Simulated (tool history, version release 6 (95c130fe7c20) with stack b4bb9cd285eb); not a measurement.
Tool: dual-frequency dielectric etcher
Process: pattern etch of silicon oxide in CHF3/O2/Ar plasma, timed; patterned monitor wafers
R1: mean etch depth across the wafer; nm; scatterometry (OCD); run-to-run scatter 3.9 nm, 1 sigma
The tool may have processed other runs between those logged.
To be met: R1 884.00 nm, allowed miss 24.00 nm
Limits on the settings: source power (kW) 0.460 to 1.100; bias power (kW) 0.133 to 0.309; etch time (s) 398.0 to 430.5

run 1 hour=0.0 | source_power_(kW)=0.780 bias_power_(kW)=0.221 etch_time_(s)=430.5 | R1=1001.10
run 2 hour=7.4 | source_power_(kW)=0.730 bias_power_(kW)=0.216 etch_time_(s)=429.5 | R1=963.24
run 3 hour=9.2 | source_power_(kW)=0.630 bias_power_(kW)=0.216 etch_time_(s)=429.5 | R1=927.45
run 4 hour=15.2 | source_power_(kW)=0.630 bias_power_(kW)=0.203 etch_time_(s)=429.5 | R1=918.36
run 5 hour=17.9 | source_power_(kW)=0.630 bias_power_(kW)=0.203 etch_time_(s)=398.0 | R1=848.67
run 6 hour=19.5 | source_power_(kW)=0.630 bias_power_(kW)=0.168 etch_time_(s)=398.0 | R1=805.23
run 7 hour=20.8 | source_power_(kW)=0.660 bias_power_(kW)=0.172 etch_time_(s)=399.0 | R1=816.61
run 8 hour=22.7 | source_power_(kW)=0.690 bias_power_(kW)=0.176 etch_time_(s)=399.5 | R1=837.78
run 9 hour=25.1 | source_power_(kW)=0.710 bias_power_(kW)=0.179 etch_time_(s)=400.0 | R1=843.75
run 10 hour=31.0 | source_power_(kW)=0.730 bias_power_(kW)=0.182 etch_time_(s)=400.5 | R1=862.94

Consider the 5 candidate settings below. Which is the only one whose results all fall within their allowed miss of target?
run A hour=36.9 | source_power_(kW)=0.660 bias_power_(kW)=0.173 etch_time_(s)=401.0 | R1=?
run B hour=36.9 | source_power_(kW)=0.730 bias_power_(kW)=0.179 etch_time_(s)=398.0 | R1=?
run C hour=36.9 | source_power_(kW)=0.620 bias_power_(kW)=0.192 etch_time_(s)=398.0 | R1=?
run D hour=36.9 | source_power_(kW)=0.670 bias_power_(kW)=0.220 etch_time_(s)=398.0 | R1=?
run E hour=36.9 | source_power_(kW)=0.660 bias_power_(kW)=0.195 etch_time_(s)=398.0 | R1=?

move=A R1=826.23
move=B R1=850.18
move=C R1=831.40
move=D R1=882.82
move=E R1=848.55
A: misses by more than the last run did
B: misses by more than the last run did
C: misses by more than the last run did
D: each result inside its tolerance
E: misses by more than the last run did
The right move is D.

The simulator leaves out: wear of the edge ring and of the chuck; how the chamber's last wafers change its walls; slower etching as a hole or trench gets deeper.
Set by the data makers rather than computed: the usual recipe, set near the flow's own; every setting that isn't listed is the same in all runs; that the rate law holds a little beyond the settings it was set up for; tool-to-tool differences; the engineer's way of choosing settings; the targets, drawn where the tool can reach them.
